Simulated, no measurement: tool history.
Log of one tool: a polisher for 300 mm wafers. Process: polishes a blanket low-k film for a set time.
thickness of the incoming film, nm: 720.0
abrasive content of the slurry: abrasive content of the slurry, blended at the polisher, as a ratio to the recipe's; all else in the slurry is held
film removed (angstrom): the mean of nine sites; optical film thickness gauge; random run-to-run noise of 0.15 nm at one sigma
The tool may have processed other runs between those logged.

| run | hour | flow of slurry (ml/min) | pressure of the wafer on the pad (kPa) | speed of the pad under the wafer (m/s) | abrasive content of the slurry | polishing time (s) | film removed (angstrom) |
|---|---|---|---|---|---|---|---|
| 1 | 0.0 | 300 | 13.8 | 0.82 | 1.0 | 46 | 180.14 |
| 2 | 7.7 | 300 | 16.5 | 0.82 | 1.0 | 46 | 216.40 |
| 3 | 9.1 | 300 | 16.5 | 0.82 | 1.0 | 46 | 213.29 |
| 4 | 9.8 | 300 | 19.3 | 0.82 | 1.0 | 46 | 236.25 |
| 5 | 12.7 | 300 | 21.4 | 0.82 | 1.0 | 46 | 267.78 |
| 6 | 20.1 | 260 | 21.4 | 0.82 | 1.0 | 46 | 259.57 |

Expected results for the next run?
| 7 | 28.0 | 255 | 17.2 | 0.78 | 1.0 | 46 | ? |

Run 7 gave film removed (angstrom) 202.61.

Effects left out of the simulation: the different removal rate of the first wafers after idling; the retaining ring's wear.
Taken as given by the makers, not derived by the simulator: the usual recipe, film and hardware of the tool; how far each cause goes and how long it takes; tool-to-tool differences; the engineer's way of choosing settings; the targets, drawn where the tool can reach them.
